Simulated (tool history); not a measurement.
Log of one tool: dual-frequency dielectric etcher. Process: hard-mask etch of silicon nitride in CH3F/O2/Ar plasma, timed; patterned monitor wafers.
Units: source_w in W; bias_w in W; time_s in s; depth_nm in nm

| run | day | source_w | bias_w | time_s | depth_nm |
|---|---|---|---|---|---|
| 1 | 0 | 490 | 76 | 96 | 74.824 |
| 2 | 0.129 | 430 | 66 | 93.5 | 65.303 |
| 3 | 0.312 | 480 | 66 | 93.5 | 69.228 |
| 4 | 0.621 | 430 | 61 | 92.5 | 62.985 |
| 5 | 0.896 | 430 | 73 | 92.5 | 66.476 |
| 6 | 1.221 | 430 | 73 | 88 | 63.048 |

Run 7 comes next. What will it give?
| 7 | 1.533 | 390 | 72 | 88 | ? |

Run 7 gave depth_nm 60.09 nm.
